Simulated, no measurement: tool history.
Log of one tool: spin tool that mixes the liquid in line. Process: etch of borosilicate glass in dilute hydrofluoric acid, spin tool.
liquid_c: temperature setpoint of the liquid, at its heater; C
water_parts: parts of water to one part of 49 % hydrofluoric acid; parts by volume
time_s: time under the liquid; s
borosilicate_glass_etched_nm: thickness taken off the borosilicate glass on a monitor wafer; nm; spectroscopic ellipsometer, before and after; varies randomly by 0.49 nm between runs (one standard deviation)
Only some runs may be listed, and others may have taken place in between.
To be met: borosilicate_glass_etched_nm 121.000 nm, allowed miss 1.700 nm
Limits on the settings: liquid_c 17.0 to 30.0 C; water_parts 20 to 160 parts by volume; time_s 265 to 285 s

run  hour  liquid_c  water_parts  time_s  borosilicate_glass_etched_nm
  1   0.0      22.0           90     265                        61.312
  2   8.2      22.0           90     265                        61.053
  3  11.7      20.5           90     265                        57.850
  4  17.9      21.5           85     265                        64.239
  5  22.7      22.5           80     265                        71.919
  6  25.0      24.0           80     265                        76.087
  7  30.3      25.0           80     265                        79.552
  8  39.2      29.0           60     265                       125.980
  9  39.8      28.5           60     265                       124.950

4 candidate next runs follow, results not yet known. Just one meets every target within its allowed miss. Identify it.
  A  40.4      29.0           65     265                             ?
  B  40.4      26.5           60     280                             ?
  C  40.4      30.0           70     280                             ?
  D  40.4      29.5           65     265                             ?

move  borosilicate_glass_etched_nm
   A                       116.380
   B                       121.740
   C                       117.730
   D                       118.640
A: takes the biggest miss from the last run beyond its target
B: every result within its allowed miss
C: takes the biggest miss from the last run beyond its target
D: takes the biggest miss from the last run beyond its target
B meets every target.

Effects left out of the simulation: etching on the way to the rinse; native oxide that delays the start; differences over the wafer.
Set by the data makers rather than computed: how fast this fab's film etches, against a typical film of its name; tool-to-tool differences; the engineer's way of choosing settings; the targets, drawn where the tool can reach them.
